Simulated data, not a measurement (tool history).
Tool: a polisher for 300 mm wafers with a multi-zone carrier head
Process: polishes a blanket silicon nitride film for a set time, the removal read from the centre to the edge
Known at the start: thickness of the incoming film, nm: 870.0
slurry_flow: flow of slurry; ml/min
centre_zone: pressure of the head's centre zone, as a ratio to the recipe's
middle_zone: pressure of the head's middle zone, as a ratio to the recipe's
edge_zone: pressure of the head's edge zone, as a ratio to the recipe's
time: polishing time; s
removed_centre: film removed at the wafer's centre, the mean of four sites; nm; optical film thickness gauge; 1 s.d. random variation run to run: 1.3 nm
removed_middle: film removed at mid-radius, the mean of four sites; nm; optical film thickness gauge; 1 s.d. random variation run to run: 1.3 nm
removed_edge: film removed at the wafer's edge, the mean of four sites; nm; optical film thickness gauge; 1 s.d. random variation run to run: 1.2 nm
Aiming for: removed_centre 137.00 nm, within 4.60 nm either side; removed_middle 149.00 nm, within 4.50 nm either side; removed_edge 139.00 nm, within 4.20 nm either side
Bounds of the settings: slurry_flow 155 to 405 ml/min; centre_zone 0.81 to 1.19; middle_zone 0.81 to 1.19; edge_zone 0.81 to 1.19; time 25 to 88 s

run,hour,slurry_flow,centre_zone,middle_zone,edge_zone,time,removed_centre,removed_middle,removed_edge
1,0.0,260,1.00,1.00,1.00,56,114.40,118.77,117.53
2,7.6,260,1.00,1.04,1.00,56,116.87,120.94,117.41
3,16.6,265,1.00,1.06,1.01,57,118.37,126.02,119.33
4,22.6,265,1.00,1.06,0.96,57,116.47,124.50,118.81
5,25.1,225,1.00,1.06,0.96,57,114.98,122.11,116.94
6,27.5,225,0.94,1.06,0.96,57,108.06,120.86,117.55
7,33.0,230,0.95,1.07,0.97,58,110.03,125.51,118.24
8,39.4,235,0.96,1.07,0.98,59,114.44,128.85,120.82
# hour 44.1: slurry nozzle cleaned
9,44.1,245,0.96,1.07,0.99,60,119.15,133.78,128.57

Pick the move, out of 5, that brings all results within their allowed miss; only one does.
A,48.8,255,0.95,1.03,0.89,68,?,?,?
B,48.8,290,0.88,0.99,0.94,68,?,?,?
C,48.8,240,1.01,0.90,1.01,61,?,?,?
D,48.8,230,1.02,0.97,0.89,72,?,?,?
E,48.8,265,0.98,0.98,1.04,61,?,?,?

move,removed_centre,removed_middle,removed_edge
A,139.94,150.50,137.39
B,131.69,147.79,142.59
C,132.24,119.55,130.25
D,156.69,149.35,144.08
E,130.17,130.02,133.25
A: hits every target within its allowed miss
B: moves toward the targets from the last run without getting all of them in spec
C: moves away from the targets compared with the last run
D: the result that was furthest off in the last run now lies on the other side of its target
E: moves away from the targets compared with the last run
Go with A: it meets all targets.
